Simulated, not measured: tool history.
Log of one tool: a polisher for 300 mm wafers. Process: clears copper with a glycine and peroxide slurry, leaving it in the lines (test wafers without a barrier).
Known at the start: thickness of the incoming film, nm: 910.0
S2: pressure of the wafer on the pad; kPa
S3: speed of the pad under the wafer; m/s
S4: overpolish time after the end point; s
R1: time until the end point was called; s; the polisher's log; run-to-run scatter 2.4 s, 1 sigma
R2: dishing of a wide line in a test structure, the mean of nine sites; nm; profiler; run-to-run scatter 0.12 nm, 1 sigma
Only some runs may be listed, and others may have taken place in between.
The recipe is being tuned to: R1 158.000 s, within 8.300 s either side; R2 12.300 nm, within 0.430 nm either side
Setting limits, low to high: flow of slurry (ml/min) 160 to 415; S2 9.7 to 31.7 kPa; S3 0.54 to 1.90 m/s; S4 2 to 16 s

run 1 hour=0.0 | flow_of_slurry_(ml/min)=265 S2=20.7 S3=1.22 S4=8 | R1=116.440 R2=37.232
run 2 hour=5.8 | flow_of_slurry_(ml/min)=265 S2=20.7 S3=1.22 S4=5 | R1=120.170 R2=24.901
run 3 hour=6.4 | flow_of_slurry_(ml/min)=265 S2=20.7 S3=1.44 S4=5 | R1=101.430 R2=28.801
run 4 hour=8.3 | flow_of_slurry_(ml/min)=265 S2=24.8 S3=1.44 S4=5 | R1=87.341 R2=32.920
run 5 hour=16.3 | flow_of_slurry_(ml/min)=265 S2=21.4 S3=1.44 S4=5 | R1=101.990 R2=29.224
run 6 hour=17.0 | flow_of_slurry_(ml/min)=285 S2=20.7 S3=1.30 S4=4 | R1=115.590 R2=21.819
run 7 hour=20.0 | flow_of_slurry_(ml/min)=305 S2=19.3 S3=1.30 S4=4 | R1=121.830 R2=20.640
run 8 hour=24.8 | flow_of_slurry_(ml/min)=320 S2=17.9 S3=1.30 S4=4 | R1=122.660 R2=19.647
run 9 hour=26.6 | flow_of_slurry_(ml/min)=335 S2=16.5 S3=1.28 S4=4 | R1=137.160 R2=18.095
run 10 hour=30.5 | flow_of_slurry_(ml/min)=335 S2=16.5 S3=1.28 S4=4 | R1=138.290 R2=18.510
run 11 hour=34.7 | flow_of_slurry_(ml/min)=345 S2=15.9 S3=1.26 S4=4 | R1=141.860 R2=17.421
run 12 hour=37.7 | flow_of_slurry_(ml/min)=355 S2=15.2 S3=1.26 S4=4 | R1=147.610 R2=16.769
run 13 hour=38.8 | flow_of_slurry_(ml/min)=360 S2=15.2 S3=1.26 S4=4 | R1=148.050 R2=16.964

Which of these 5 next moves meets every target?
run A hour=39.9 | flow_of_slurry_(ml/min)=320 S2=16.5 S3=1.22 S4=6 | R1=? R2=?
run B hour=39.9 | flow_of_slurry_(ml/min)=350 S2=14.5 S3=1.36 S4=5 | R1=? R2=?
run C hour=39.9 | flow_of_slurry_(ml/min)=410 S2=12.4 S3=1.46 S4=3 | R1=? R2=?
run D hour=39.9 | flow_of_slurry_(ml/min)=400 S2=13.1 S3=1.58 S4=7 | R1=? R2=?
run E hour=39.9 | flow_of_slurry_(ml/min)=385 S2=11.0 S3=1.50 S4=5 | R1=? R2=?

move=A R1=140.850 R2=25.362
move=B R1=142.810 R2=21.165
move=C R1=151.260 R2=12.506
move=D R1=135.740 R2=29.400
move=E R1=163.460 R2=18.526
A: its largest miss is bigger than the last run's
B: its largest miss is bigger than the last run's
C: in spec on every target
D: its largest miss is bigger than the last run's
E: its largest miss is bigger than the last run's
Go with C: it meets all targets.
